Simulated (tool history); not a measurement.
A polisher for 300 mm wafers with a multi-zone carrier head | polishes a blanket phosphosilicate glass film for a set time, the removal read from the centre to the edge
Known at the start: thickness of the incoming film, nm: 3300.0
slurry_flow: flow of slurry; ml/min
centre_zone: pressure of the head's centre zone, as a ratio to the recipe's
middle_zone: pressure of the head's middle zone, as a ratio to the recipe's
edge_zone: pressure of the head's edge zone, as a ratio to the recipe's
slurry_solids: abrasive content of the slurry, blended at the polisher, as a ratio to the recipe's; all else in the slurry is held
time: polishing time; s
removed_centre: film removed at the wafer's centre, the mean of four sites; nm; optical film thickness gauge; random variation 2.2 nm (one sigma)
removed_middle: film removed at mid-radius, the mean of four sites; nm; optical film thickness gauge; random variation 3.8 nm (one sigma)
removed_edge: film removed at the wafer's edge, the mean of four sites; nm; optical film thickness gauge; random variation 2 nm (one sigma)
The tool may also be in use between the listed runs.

run    day  slurry_flow  centre_zone  middle_zone  edge_zone  slurry_solids  time  removed_centre  removed_middle  removed_edge
  1      0          125            1            1          1              1    55          574.18          583.04        559.78
  2  0.225          120         0.99            1       0.95           0.85    51          486.01           504.2        480.42
  3  0.325          120         0.99         0.92       0.95           0.85    51          487.15          466.63        476.63
  4  0.592          120            1         0.95       0.91           0.75    47          432.63          423.57        405.84
  5  0.654          120            1         0.95       0.91           0.75    42          386.53          380.47        368.37
  6  0.758          110            1         0.96       0.88            0.7    42          367.93          359.85        346.13

Forecast run 7:
  7  0.804          100            1         0.99       0.86            0.7    42               ?               ?             ?

Run 7 gave removed_centre 352.82 nm, removed_middle 361.97 nm, removed_edge 332.96 nm.
